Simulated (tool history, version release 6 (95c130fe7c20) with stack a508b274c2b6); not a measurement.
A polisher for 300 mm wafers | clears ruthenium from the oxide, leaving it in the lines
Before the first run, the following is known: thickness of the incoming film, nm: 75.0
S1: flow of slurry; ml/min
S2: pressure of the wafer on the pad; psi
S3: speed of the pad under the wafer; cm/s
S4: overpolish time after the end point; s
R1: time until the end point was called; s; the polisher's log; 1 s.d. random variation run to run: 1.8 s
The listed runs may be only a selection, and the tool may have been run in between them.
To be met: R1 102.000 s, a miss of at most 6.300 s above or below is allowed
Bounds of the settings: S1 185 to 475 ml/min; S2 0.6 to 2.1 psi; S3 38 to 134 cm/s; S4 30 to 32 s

Run 1, hour 0.0: S1 305 ml/min, S2 1.3 psi, S3 86 cm/s, S4 30 s. Result: R1 141.400 s.
Run 2, hour 7.8: S1 240 ml/min, S2 1.3 psi, S3 86 cm/s, S4 30 s. Result: R1 143.220 s.
Run 3, hour 10.4: S1 280 ml/min, S2 1.3 psi, S3 86 cm/s, S4 30 s. Result: R1 139.810 s.
Run 4, hour 12.4: S1 280 ml/min, S2 1.3 psi, S3 76 cm/s, S4 30 s. Result: R1 161.260 s.
Run 5, hour 18.6: S1 280 ml/min, S2 1.6 psi, S3 76 cm/s, S4 30 s. Result: R1 132.110 s.
Run 6, hour 20.1: S1 280 ml/min, S2 1.4 psi, S3 76 cm/s, S4 30 s. Result: R1 156.360 s.
Run 7, hour 23.6: S1 280 ml/min, S2 1.5 psi, S3 76 cm/s, S4 30 s. Result: R1 140.160 s.
Run 8, hour 25.8: S1 280 ml/min, S2 1.6 psi, S3 76 cm/s, S4 30 s. Result: R1 126.680 s.
Run 9, hour 26.3: S1 280 ml/min, S2 1.7 psi, S3 76 cm/s, S4 30 s. Result: R1 126.390 s.
Run 10, hour 27.7: S1 280 ml/min, S2 1.7 psi, S3 76 cm/s, S4 30 s. Result: R1 121.600 s.
Run 11, hour 35.1: S1 280 ml/min, S2 1.8 psi, S3 76 cm/s, S4 30 s. Result: R1 112.330 s.
Run 12, hour 41.4: S1 280 ml/min, S2 1.9 psi, S3 76 cm/s, S4 30 s. Result: R1 110.300 s.

Exercise: of the 5 proposed moves below, exactly one satisfies all targets within the stated allowed misses. Which move is it?
Run A, hour 47.7: S1 330 ml/min, S2 2.1 psi, S3 64 cm/s, S4 30 s. Result: R1 ?.
Run B, hour 47.7: S1 320 ml/min, S2 2.0 psi, S3 66 cm/s, S4 30 s. Result: R1 ?.
Run C, hour 47.7: S1 275 ml/min, S2 2.1 psi, S3 76 cm/s, S4 30 s. Result: R1 ?.
Run D, hour 47.7: S1 230 ml/min, S2 2.1 psi, S3 86 cm/s, S4 30 s. Result: R1 ?.
Run E, hour 47.7: S1 265 ml/min, S2 2.1 psi, S3 60 cm/s, S4 30 s. Result: R1 ?.

move       R1
   A  119.440
   B  121.990
   C  103.050
   D   93.429
   E  129.900
A: the biggest miss grows against the last run
B: the biggest miss grows against the last run
C: hits every target within its allowed miss
D: takes the result that was furthest off past its target
E: the biggest miss grows against the last run
C is the move that brings every result within its allowed miss.
